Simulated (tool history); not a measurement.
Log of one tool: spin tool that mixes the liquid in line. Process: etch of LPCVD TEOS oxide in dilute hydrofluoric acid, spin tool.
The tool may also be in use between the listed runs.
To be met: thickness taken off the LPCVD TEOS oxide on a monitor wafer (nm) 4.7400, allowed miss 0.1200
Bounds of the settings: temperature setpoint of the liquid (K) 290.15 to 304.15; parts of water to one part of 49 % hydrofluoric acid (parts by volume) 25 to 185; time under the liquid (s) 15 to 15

run  hour  temperature setpoint of the liquid (K)  parts of water to one part of 49 % hydrofluoric acid (parts by volume)  time under the liquid (s)  thickness taken off the LPCVD TEOS oxide on a monitor wafer (nm)
  1   0.0                                  296.15                                                                     105                         15                                                            5.5981
  2   5.3                                  295.65                                                                     105                         15                                                            5.4858
  3   6.5                                  295.15                                                                     105                         15                                                            5.3612
  4  14.4                                  295.15                                                                      90                         15                                                            6.4263
  5  22.2                                  294.65                                                                      90                         15                                                            6.2777
  6  24.7                                  294.15                                                                      90                         15                                                            6.1954
  7  30.9                                  293.65                                                                      90                         15                                                            6.0913
  8  32.2                                  293.15                                                                      90                         15                                                            5.8764
  9  39.6                                  292.65                                                                      90                         15                                                            5.7989
 10  46.8                                  292.15                                                                      90                         15                                                            5.7512
 11  53.6                                  291.15                                                                      95                         15                                                            5.0845
 12  57.1                                  290.65                                                                      95                         15                                                            4.9704

Which of these 5 next moves meets every target?
  A  60.6                                  292.15                                                                     105                         15                                                                 ?
  B  60.6                                  290.15                                                                     105                         15                                                                 ?
  C  60.6                                  290.15                                                                      90                         15                                                                 ?
  D  60.6                                  291.65                                                                     110                         15                                                                 ?
  E  60.6                                  290.15                                                                      85                         15                                                                 ?

move  thickness taken off the LPCVD TEOS oxide on a monitor wafer (nm)
   A                                                            4.7960
   B                                                            4.4124
   C                                                            5.2290
   D                                                            4.4604
   E                                                            5.5660
A: meets every target
B: takes the result that was furthest off past its target
C: further off than the last run
D: takes the result that was furthest off past its target
E: further off than the last run
Answer: A
